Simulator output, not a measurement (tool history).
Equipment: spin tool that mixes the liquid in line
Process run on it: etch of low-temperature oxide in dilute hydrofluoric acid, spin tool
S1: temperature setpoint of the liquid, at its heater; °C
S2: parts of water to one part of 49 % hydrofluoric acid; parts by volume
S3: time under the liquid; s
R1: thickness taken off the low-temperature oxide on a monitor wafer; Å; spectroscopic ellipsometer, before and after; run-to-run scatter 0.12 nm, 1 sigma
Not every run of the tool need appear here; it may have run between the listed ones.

Run 1, hour 0: S1 22 °C, S2 190 parts by volume, S3 190 s. Result: R1 250.72 Å.
Run 2, hour 8.5: S1 19.5 °C, S2 190 parts by volume, S3 190 s. Result: R1 227.83 Å.
Run 3, hour 12.2: S1 21.5 °C, S2 190 parts by volume, S3 190 s. Result: R1 248.2 Å.
Run 4, hour 15.8: S1 24 °C, S2 190 parts by volume, S3 190 s. Result: R1 276.19 Å.
Run 5, hour 20.6: S1 22.5 °C, S2 195 parts by volume, S3 190 s. Result: R1 250.44 Å.
Run 6, hour 22.9: S1 22.5 °C, S2 130 parts by volume, S3 190 s. Result: R1 403.43 Å.
Run 7, hour 29.7: S1 21.5 °C, S2 145 parts by volume, S3 190 s. Result: R1 340.61 Å.
Run 8, hour 38.1: S1 20.5 °C, S2 160 parts by volume, S3 190 s. Result: R1 294.23 Å.
Run 9, hour 45.5: S1 20 °C, S2 170 parts by volume, S3 190 s. Result: R1 267.29 Å.
Run 10, hour 46.7: S1 20 °C, S2 170 parts by volume, S3 190 s. Result: R1 264.45 Å.
Run 11, hour 53.6: S1 19.5 °C, S2 175 parts by volume, S3 190 s. Result: R1 253.16 Å.
Run 12, hour 55.2: S1 19 °C, S2 180 parts by volume, S3 190 s. Result: R1 240.94 Å.
Run 13, hour 61.7: S1 18.5 °C, S2 185 parts by volume, S3 190 s. Result: R1 228.45 Å.
Run 14, hour 65.2: S1 18.5 °C, S2 185 parts by volume, S3 190 s. Result: R1 230.25 Å.
Run 15, hour 68: S1 18 °C, S2 190 parts by volume, S3 190 s. Result: R1 217.7 Å.

What will run 16 give?
Run 16, hour 68.8: S1 18 °C, S2 190 parts by volume, S3 190 s. Result: R1 ?.

Logged for run 16: R1 216.13 Å.
